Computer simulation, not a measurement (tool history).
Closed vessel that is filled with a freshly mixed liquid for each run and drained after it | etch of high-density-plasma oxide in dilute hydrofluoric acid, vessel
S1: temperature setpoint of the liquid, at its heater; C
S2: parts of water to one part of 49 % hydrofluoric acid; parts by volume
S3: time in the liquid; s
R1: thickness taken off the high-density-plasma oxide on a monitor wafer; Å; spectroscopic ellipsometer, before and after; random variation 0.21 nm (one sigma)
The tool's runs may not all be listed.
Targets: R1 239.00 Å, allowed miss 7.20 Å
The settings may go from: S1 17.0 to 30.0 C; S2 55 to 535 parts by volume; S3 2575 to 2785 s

Run 1, hour 0.0: S1 22.0 C, S2 295 parts by volume, S3 2575 s. Result: R1 364.66 Å.
Run 2, hour 2.8: S1 22.0 C, S2 355 parts by volume, S3 2575 s. Result: R1 286.12 Å.
Run 3, hour 5.0: S1 25.0 C, S2 355 parts by volume, S3 2575 s. Result: R1 319.93 Å.
Run 4, hour 8.7: S1 25.0 C, S2 355 parts by volume, S3 2785 s. Result: R1 345.97 Å.
At hour 11.9: thermometer replaced.
Run 5, hour 11.9: S1 24.0 C, S2 360 parts by volume, S3 2785 s. Result: R1 302.49 Å.
Run 6, hour 19.6: S1 24.0 C, S2 295 parts by volume, S3 2785 s. Result: R1 401.48 Å.
Run 7, hour 28.4: S1 23.0 C, S2 310 parts by volume, S3 2785 s. Result: R1 360.32 Å.
Run 8, hour 31.6: S1 22.0 C, S2 315 parts by volume, S3 2785 s. Result: R1 341.35 Å.
Run 9, hour 39.1: S1 21.5 C, S2 320 parts by volume, S3 2785 s. Result: R1 331.84 Å.
Run 10, hour 46.8: S1 21.0 C, S2 325 parts by volume, S3 2785 s. Result: R1 317.14 Å.
Run 11, hour 51.5: S1 20.5 C, S2 330 parts by volume, S3 2785 s. Result: R1 306.34 Å.
Run 12, hour 55.8: S1 20.0 C, S2 335 parts by volume, S3 2785 s. Result: R1 298.56 Å.
Run 13, hour 64.1: S1 19.5 C, S2 340 parts by volume, S3 2785 s. Result: R1 289.02 Å.
Run 14, hour 70.6: S1 19.0 C, S2 345 parts by volume, S3 2785 s. Result: R1 272.51 Å.

4 next moves are on the table. One of them brings every result within its allowed miss. Which?
Run A, hour 77.1: S1 18.0 C, S2 370 parts by volume, S3 2575 s. Result: R1 ?.
Run B, hour 77.1: S1 21.0 C, S2 410 parts by volume, S3 2685 s. Result: R1 ?.
Run C, hour 77.1: S1 17.0 C, S2 365 parts by volume, S3 2575 s. Result: R1 ?.
Run D, hour 77.1: S1 24.5 C, S2 425 parts by volume, S3 2670 s. Result: R1 ?.

move      R1
   A  221.45
   B  224.01
   C  217.32
   D  238.21
A: takes the result that was furthest off past its target
B: takes the result that was furthest off past its target
C: takes the result that was furthest off past its target
D: meets every target
Move D is the one to make.
